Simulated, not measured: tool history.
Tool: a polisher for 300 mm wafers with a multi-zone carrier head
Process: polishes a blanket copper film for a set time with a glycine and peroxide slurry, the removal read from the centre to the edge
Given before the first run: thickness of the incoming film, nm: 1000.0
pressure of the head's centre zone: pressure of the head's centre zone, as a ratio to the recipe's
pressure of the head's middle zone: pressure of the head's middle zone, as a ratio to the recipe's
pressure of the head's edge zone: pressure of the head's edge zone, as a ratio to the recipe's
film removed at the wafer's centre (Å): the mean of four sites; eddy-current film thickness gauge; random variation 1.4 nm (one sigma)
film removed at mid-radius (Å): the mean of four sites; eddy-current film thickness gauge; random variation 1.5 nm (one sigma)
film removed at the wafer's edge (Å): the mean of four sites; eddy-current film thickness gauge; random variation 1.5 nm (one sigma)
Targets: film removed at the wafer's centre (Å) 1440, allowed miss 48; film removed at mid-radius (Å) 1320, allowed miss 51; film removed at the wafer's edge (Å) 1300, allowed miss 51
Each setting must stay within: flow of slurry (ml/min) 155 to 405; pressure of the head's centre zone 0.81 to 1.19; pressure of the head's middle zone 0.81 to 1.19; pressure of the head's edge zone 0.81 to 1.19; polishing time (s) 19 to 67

run,hour,flow of slurry (ml/min),pressure of the head's centre zone,pressure of the head's middle zone,pressure of the head's edge zone,polishing time (s),film removed at the wafer's centre (Å),film removed at mid-radius (Å),film removed at the wafer's edge (Å)
1,0,260,1,1,1,43,2369.5,2262.8,2361.6
2,3.2,260,1,1,1,52,2863.9,2747.3,2867.6
3,6,260,1,1.07,1,52,2850.3,2907.2,2831.1
4,13.1,260,0.94,1.07,1,52,2654.7,2912.2,2771.9
5,16,260,0.94,1.07,0.94,52,2636.9,2917.5,2737.6
6,23.9,260,0.94,1.07,0.99,52,2630.2,2893,2815
7,32.5,260,1.04,0.97,0.89,40,2252.3,2114.1,2096
8,37.5,260,1.04,0.97,0.88,37,2104.6,1884.6,1916
9,40,260,1.03,0.98,0.87,35,1998.2,1845.7,1780.2
10,43.9,260,1.02,0.97,0.87,33,1827.5,1676.6,1698.4
11,49.9,265,1.02,0.97,0.86,32,1798.2,1622.2,1657.5
12,55.1,265,1.02,0.98,0.85,31,1692.4,1606.4,1576.1
13,59.3,265,1.02,0.98,0.84,30,1687.2,1564.9,1480.4
14,63.5,265,1.02,0.98,0.84,29,1577.5,1514.5,1481.3
15,70.7,265,1.02,0.98,0.84,28,1554.1,1442.2,1392.4
16,72.1,265,1.01,0.97,0.83,27,1492.9,1398.3,1351.9
17,75.3,265,1.01,0.97,0.83,27,1477,1417.8,1342.8
18,78.5,265,1.01,0.96,0.83,27,1483.1,1384.7,1383

Exactly one of the 5 candidate moves below puts every result within its allowed miss. Which one?
A,81.7,275,1.01,0.94,0.81,26,?,?,?
B,81.7,330,1.07,1.03,0.81,26,?,?,?
C,81.7,165,1.01,0.88,0.84,29,?,?,?
D,81.7,285,1.03,1.09,0.81,25,?,?,?
E,81.7,250,1.12,0.83,0.89,27,?,?,?

move,film removed at the wafer's centre (Å),film removed at mid-radius (Å),film removed at the wafer's edge (Å)
A,1451,1322,1298.3
B,1565,1444.6,1312
C,1525.2,1327.3,1415.4
D,1429.5,1437.7,1249
E,1654.9,1232.7,1398.8
A: every result lands within tolerance
B: brings the last run's worst result on target, with another outside its allowed miss
C: its largest miss is bigger than the last run's
D: brings the last run's worst result on target, with another outside its allowed miss
E: its largest miss is bigger than the last run's
Move A is the one to make.
